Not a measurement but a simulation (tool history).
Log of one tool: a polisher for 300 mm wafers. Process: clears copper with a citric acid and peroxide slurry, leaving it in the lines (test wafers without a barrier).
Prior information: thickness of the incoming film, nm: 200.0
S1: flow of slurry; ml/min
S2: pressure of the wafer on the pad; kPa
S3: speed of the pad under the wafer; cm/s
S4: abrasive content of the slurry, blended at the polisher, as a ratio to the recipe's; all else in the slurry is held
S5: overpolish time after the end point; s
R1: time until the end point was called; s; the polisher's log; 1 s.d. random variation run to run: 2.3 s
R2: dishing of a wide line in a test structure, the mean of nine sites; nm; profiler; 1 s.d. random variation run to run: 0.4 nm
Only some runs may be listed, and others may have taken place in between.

run,hour,S1,S2,S3,S4,S5,R1,R2
1,0.0,290,18.6,130,1.00,27,102.76,39.870
2,3.8,290,18.6,116,1.00,27,109.50,38.559
3,5.3,290,18.6,116,1.00,31,111.69,42.080
4,13.7,290,18.6,116,0.85,31,114.77,41.726
5,22.7,290,16.5,116,0.85,31,131.73,37.754
6,25.1,290,16.5,116,0.95,31,125.43,39.464
7,27.3,290,15.2,114,0.95,27,141.56,33.113

Estimate the outcome of run 8 from the log above:
8,31.9,290,14.5,114,0.95,23,?,?

{"run 8": {"R1": 140.77, "R2": 27.364}}
